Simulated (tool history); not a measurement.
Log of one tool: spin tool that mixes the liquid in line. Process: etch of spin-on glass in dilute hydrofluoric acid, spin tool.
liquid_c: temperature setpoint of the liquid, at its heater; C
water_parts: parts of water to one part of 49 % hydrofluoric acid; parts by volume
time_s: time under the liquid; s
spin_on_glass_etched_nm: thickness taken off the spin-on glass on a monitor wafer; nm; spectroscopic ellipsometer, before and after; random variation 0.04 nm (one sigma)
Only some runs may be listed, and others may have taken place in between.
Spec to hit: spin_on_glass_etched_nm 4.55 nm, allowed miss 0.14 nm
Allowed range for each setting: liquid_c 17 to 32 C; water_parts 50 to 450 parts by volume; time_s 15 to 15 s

{"run": 1, "hour": 0.0, "liquid_c": 24, "water_parts": 250, "time_s": 15, "spin_on_glass_etched_nm": 2.3059}
{"run": 2, "hour": 6.6, "liquid_c": 24, "water_parts": 335, "time_s": 15, "spin_on_glass_etched_nm": 1.5667}
{"run": 3, "hour": 9.1, "liquid_c": 24, "water_parts": 335, "time_s": 15, "spin_on_glass_etched_nm": 1.571}
{"run": 4, "hour": 11.7, "liquid_c": 26.5, "water_parts": 280, "time_s": 15, "spin_on_glass_etched_nm": 2.1363}
{"run": 5, "hour": 15.1, "liquid_c": 29, "water_parts": 280, "time_s": 15, "spin_on_glass_etched_nm": 2.3347}
{"run": 6, "hour": 19.9, "liquid_c": 29, "water_parts": 280, "time_s": 15, "spin_on_glass_etched_nm": 2.3524}
{"run": 7, "hour": 25.5, "liquid_c": 30, "water_parts": 240, "time_s": 15, "spin_on_glass_etched_nm": 2.9455}
{"run": 8, "hour": 32.4, "liquid_c": 30.5, "water_parts": 215, "time_s": 15, "spin_on_glass_etched_nm": 3.4811}
{"run": 9, "hour": 37.8, "liquid_c": 31, "water_parts": 200, "time_s": 15, "spin_on_glass_etched_nm": 3.8701}
{"run": 10, "hour": 38.9, "liquid_c": 31.5, "water_parts": 190, "time_s": 15, "spin_on_glass_etched_nm": 4.1763}
{"run": 11, "hour": 42.6, "liquid_c": 32, "water_parts": 175, "time_s": 15, "spin_on_glass_etched_nm": 4.6882}

Exercise: of the 4 proposed moves below, exactly one satisfies all targets within the stated allowed misses. Which move is it?
{"run": "A", "hour": 46.3, "liquid_c": 32, "water_parts": 180, "time_s": 15, "spin_on_glass_etched_nm": "?"}
{"run": "B", "hour": 46.3, "liquid_c": 32, "water_parts": 165, "time_s": 15, "spin_on_glass_etched_nm": "?"}
{"run": "C", "hour": 46.3, "liquid_c": 29.5, "water_parts": 155, "time_s": 15, "spin_on_glass_etched_nm": "?"}
{"run": "D", "hour": 46.3, "liquid_c": 30, "water_parts": 160, "time_s": 15, "spin_on_glass_etched_nm": "?"}

move=A spin_on_glass_etched_nm=4.5674
move=B spin_on_glass_etched_nm=5.0828
move=C spin_on_glass_etched_nm=5.0182
move=D spin_on_glass_etched_nm=4.9174
A: every result lands within tolerance
B: misses by more than the last run did
C: misses by more than the last run did
D: misses by more than the last run did
Move A is the one to make.
